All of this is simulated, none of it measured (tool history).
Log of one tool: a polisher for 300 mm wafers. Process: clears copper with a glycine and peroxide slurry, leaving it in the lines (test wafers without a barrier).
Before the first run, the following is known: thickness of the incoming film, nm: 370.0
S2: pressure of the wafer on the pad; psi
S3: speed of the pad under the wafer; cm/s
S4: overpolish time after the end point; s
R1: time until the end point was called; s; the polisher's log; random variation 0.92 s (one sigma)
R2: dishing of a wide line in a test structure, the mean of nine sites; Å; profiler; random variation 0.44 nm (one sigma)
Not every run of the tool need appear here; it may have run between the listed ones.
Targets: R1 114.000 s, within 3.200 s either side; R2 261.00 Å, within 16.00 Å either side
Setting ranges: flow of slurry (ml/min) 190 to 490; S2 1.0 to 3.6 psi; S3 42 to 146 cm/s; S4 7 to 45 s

{"run": 1, "hour": 0.0, "flow of slurry (ml/min)": 315, "S2": 2.3, "S3": 94, "S4": 23, "R1": 82.605, "R2": 597.49}
{"run": 2, "hour": 5.1, "flow of slurry (ml/min)": 300, "S2": 2.0, "S3": 96, "S4": 19, "R1": 90.867, "R2": 498.95}
{"run": 3, "hour": 13.3, "flow of slurry (ml/min)": 300, "S2": 2.0, "S3": 86, "S4": 19, "R1": 98.782, "R2": 485.09}
{"run": 4, "hour": 18.2, "flow of slurry (ml/min)": 300, "S2": 1.7, "S3": 92, "S4": 16, "R1": 105.76, "R2": 385.41}
{"run": 5, "hour": 20.4, "flow of slurry (ml/min)": 300, "S2": 1.6, "S3": 94, "S4": 14, "R1": 107.06, "R2": 328.42}
{"run": 6, "hour": 24.3, "flow of slurry (ml/min)": 300, "S2": 1.5, "S3": 94, "S4": 13, "R1": 113.68, "R2": 305.39}
{"run": 7, "hour": 31.1, "flow of slurry (ml/min)": 300, "S2": 1.5, "S3": 94, "S4": 12, "R1": 111.95, "R2": 288.52}
{"run": 8, "hour": 38.9, "flow of slurry (ml/min)": 295, "S2": 1.4, "S3": 94, "S4": 9, "R1": 119.71, "R2": 214.93}
{"run": 9, "hour": 45.5, "flow of slurry (ml/min)": 355, "S2": 1.5, "S3": 92, "S4": 12, "R1": 113.73, "R2": 288.53}

Which single option among these 5 for the next run brings every result within its allowed miss of target? Just one does.
{"run": "A", "hour": 52.1, "flow of slurry (ml/min)": 350, "S2": 1.6, "S3": 92, "S4": 13, "R1": "?", "R2": "?"}
{"run": "B", "hour": 52.1, "flow of slurry (ml/min)": 410, "S2": 1.6, "S3": 76, "S4": 12, "R1": "?", "R2": "?"}
{"run": "C", "hour": 52.1, "flow of slurry (ml/min)": 390, "S2": 1.4, "S3": 106, "S4": 12, "R1": "?", "R2": "?"}
{"run": "D", "hour": 52.1, "flow of slurry (ml/min)": 345, "S2": 1.7, "S3": 72, "S4": 10, "R1": "?", "R2": "?"}
{"run": "E", "hour": 52.1, "flow of slurry (ml/min)": 340, "S2": 1.3, "S3": 104, "S4": 11, "R1": "?", "R2": "?"}

move=A R1=109.140 R2=308.99
move=B R1=123.190 R2=261.63
move=C R1=107.330 R2=290.83
move=D R1=124.350 R2=221.04
move=E R1=115.660 R2=253.08
A: moves away from the targets compared with the last run
B: the furthest-off result lands on target, but another misses its tolerance
C: moves away from the targets compared with the last run
D: takes the result that was furthest off past its target
E: all results land within tolerance of their targets
E meets every target.
